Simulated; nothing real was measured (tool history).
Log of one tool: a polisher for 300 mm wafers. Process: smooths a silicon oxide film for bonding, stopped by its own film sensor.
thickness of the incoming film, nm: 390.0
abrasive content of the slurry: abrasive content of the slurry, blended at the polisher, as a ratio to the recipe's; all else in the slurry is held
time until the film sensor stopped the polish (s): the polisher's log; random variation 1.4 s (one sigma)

run,hour,flow of slurry (ml/min),pressure of the wafer on the pad (kPa),speed of the pad under the wafer (cm/s),abrasive content of the slurry,target thickness at which the film sensor stops the polish (angstrom),time until the film sensor stopped the polish (s)
1,0,320,10.3,106,1,2990,129.4
2,8.2,320,9,106,1,2990,148.82
3,13,275,9,106,1,2990,151.58
4,16.4,270,9,106,1,2990,153.02
5,18.9,270,6.9,106,1,2990,194.25
6,27.8,275,6.9,106,1,2990,193.91
7,28.8,280,6.9,106,1,2990,194.12
8,37.7,285,8.3,106,1,2990,161.42

Run 9 comes next. What will it give?
9,41.5,290,8.3,106,1,2990,?

Run 9 gave time until the film sensor stopped the polish (s) 163.09.
